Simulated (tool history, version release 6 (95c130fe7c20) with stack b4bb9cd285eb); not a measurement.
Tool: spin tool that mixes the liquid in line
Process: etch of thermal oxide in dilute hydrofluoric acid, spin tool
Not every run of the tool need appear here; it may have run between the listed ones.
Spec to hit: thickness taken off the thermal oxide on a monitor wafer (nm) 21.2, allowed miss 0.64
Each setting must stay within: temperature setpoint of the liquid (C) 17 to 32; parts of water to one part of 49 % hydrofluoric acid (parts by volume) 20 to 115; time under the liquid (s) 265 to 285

run  hour  temperature setpoint of the liquid (C)  parts of water to one part of 49 % hydrofluoric acid (parts by volume)  time under the liquid (s)  thickness taken off the thermal oxide on a monitor wafer (nm)
  1     0                                      24                                                                      65                        265                                                         17.092
  2   5.5                                    24.5                                                                      65                        265                                                         17.848
  3   6.5                                      25                                                                      65                        265                                                         18.208
  4  12.7                                    25.5                                                                      65                        265                                                         18.696
  5    17                                      26                                                                      65                        265                                                          19.16
  6  18.8                                    23.5                                                                      65                        265                                                         17.069
  7  19.4                                      24                                                                      65                        265                                                         17.635
  8  19.9                                    24.5                                                                      65                        265                                                          17.78
  9  28.3                                      25                                                                      65                        265                                                         18.288
 10  30.7                                    25.5                                                                      65                        265                                                         18.567

Exercise: of the 4 proposed moves below, exactly one satisfies all targets within the stated allowed misses. Which move is it?
  A  33.1                                    25.5                                                                      75                        270                                                              ?
  B  33.1                                      25                                                                      60                        280                                                              ?
  C  33.1                                    25.5                                                                      70                        265                                                              ?
  D  33.1                                      27                                                                      65                        265                                                              ?

move  thickness taken off the thermal oxide on a monitor wafer (nm)
   A                                                         16.113
   B                                                         20.885
   C                                                         17.057
   D                                                         19.634
A: misses by more than the last run did
B: in spec on every target
C: misses by more than the last run did
D: better than the last run, though not everything is in spec
The move that meets every target is B.
